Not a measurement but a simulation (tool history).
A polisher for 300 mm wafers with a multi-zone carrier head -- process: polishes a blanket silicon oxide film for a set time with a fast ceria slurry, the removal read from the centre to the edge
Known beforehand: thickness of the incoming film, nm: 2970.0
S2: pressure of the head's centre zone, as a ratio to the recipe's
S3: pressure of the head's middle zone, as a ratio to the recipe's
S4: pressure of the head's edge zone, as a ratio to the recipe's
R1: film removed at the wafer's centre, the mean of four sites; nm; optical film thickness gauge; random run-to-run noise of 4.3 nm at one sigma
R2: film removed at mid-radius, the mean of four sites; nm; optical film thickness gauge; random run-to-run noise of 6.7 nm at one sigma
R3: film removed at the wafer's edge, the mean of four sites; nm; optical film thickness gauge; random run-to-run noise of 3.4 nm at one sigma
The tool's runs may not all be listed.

Run 1, day 0: flow of slurry (ml/min) 195, S2 1, S3 1, S4 1, polishing time (s) 68. Result: R1 557.27 nm, R2 555.84 nm, R3 575.28 nm.
Run 2, day 0.117: flow of slurry (ml/min) 190, S2 0.97, S3 1.01, S4 0.98, polishing time (s) 65. Result: R1 501.72 nm, R2 541.24 nm, R3 529.46 nm.
Run 3, day 0.446: flow of slurry (ml/min) 185, S2 0.95, S3 0.99, S4 0.96, polishing time (s) 64. Result: R1 487.97 nm, R2 512.8 nm, R3 524.43 nm.
Run 4, day 0.821: flow of slurry (ml/min) 230, S2 0.95, S3 0.99, S4 0.96, polishing time (s) 64. Result: R1 505.38 nm, R2 533.95 nm, R3 530.93 nm.
Run 5, day 1.146: flow of slurry (ml/min) 225, S2 0.93, S3 0.99, S4 0.94, polishing time (s) 62. Result: R1 474.66 nm, R2 507.13 nm, R3 509.99 nm.
Run 6, day 1.321: flow of slurry (ml/min) 225, S2 0.93, S3 0.99, S4 0.94, polishing time (s) 56. Result: R1 437.85 nm, R2 448.72 nm, R3 460.43 nm.
Run 7, day 1.396: flow of slurry (ml/min) 220, S2 0.91, S3 1, S4 0.93, polishing time (s) 56. Result: R1 422.58 nm, R2 465.09 nm, R3 456 nm.

Run 8 comes next. What will it give?
Run 8, day 1.625: flow of slurry (ml/min) 215, S2 0.9, S3 1, S4 0.92, polishing time (s) 56. Result: R1 ?, R2 ?, R3 ?.

{"run 8": {"R1": 412.77, "R2": 458.77, "R3": 454.54}}
